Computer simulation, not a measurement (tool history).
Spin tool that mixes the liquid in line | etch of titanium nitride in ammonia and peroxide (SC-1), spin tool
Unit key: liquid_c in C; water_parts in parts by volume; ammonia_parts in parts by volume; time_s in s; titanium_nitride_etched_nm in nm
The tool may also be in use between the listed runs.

run	hour	liquid_c	water_parts	ammonia_parts	time_s	titanium_nitride_etched_nm
1	0.0	50.0	11	0.50	210	7.9417
2	1.8	50.0	11	0.40	210	7.5424
3	7.8	51.5	11	0.40	210	8.2098
4	10.4	46.5	11	0.40	210	5.8818
5	14.8	46.5	11	0.25	210	5.4133
6	22.3	48.5	11	0.25	210	6.2899
7	26.4	50.0	11	0.25	210	6.9127
# hour 32.7: ammonia flow meter replaced
8	32.7	58.0	11	0.25	210	11.9370
9	39.8	58.5	11	0.25	210	12.3420
10	45.1	59.0	11	0.25	210	12.7420

Forecast run 11:
11	52.9	59.5	11	0.25	210	?

Logged for run 11: titanium_nitride_etched_nm 13.1420 nm.

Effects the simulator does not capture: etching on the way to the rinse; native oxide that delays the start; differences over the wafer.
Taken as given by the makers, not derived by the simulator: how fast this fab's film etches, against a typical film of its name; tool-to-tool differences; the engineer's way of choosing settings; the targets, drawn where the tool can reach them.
